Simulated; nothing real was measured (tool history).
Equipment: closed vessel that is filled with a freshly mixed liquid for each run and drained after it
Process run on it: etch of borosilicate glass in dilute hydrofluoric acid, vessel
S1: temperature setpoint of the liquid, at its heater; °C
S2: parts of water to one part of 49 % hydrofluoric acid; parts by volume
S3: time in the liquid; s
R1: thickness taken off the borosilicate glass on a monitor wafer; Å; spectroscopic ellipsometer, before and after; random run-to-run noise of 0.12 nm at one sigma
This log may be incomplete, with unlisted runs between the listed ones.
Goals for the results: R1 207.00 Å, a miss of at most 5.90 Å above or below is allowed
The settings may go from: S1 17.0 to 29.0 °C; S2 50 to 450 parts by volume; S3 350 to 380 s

run  hour    S1   S2   S3      R1
  1   0.0  21.0  250  350  307.54
  2   3.7  18.0  250  350  273.08
  3   8.7  18.0  260  350  259.61
  4  15.6  21.0  260  350  296.56
  5  21.5  24.5  260  350  330.74
  6  24.9  23.5  270  350  304.78
  7  28.2  22.5  275  350  289.50
  8  36.1  21.5  280  350  272.66
  9  40.9  21.0  285  350  263.57
 10  43.9  20.5  290  350  250.11
 11  50.4  20.0  295  350  239.94
 12  51.9  19.5  295  350  236.66
 13  58.3  19.0  295  350  228.98
 14  60.6  18.5  295  350  228.87

4 next moves are on the table. One of them brings every result within its allowed miss. Which?
  A  62.9  19.5  300  365   ?
  B  62.9  18.0  275  370   ?
  C  62.9  20.0  285  380   ?
  D  62.9  17.0  315  365   ?

move      R1
   A  242.49
   B  259.19
   C  274.33
   D  207.78
A: misses by more than the last run did
B: misses by more than the last run did
C: misses by more than the last run did
D: hits every target within its allowed miss
The move that meets every target is D.

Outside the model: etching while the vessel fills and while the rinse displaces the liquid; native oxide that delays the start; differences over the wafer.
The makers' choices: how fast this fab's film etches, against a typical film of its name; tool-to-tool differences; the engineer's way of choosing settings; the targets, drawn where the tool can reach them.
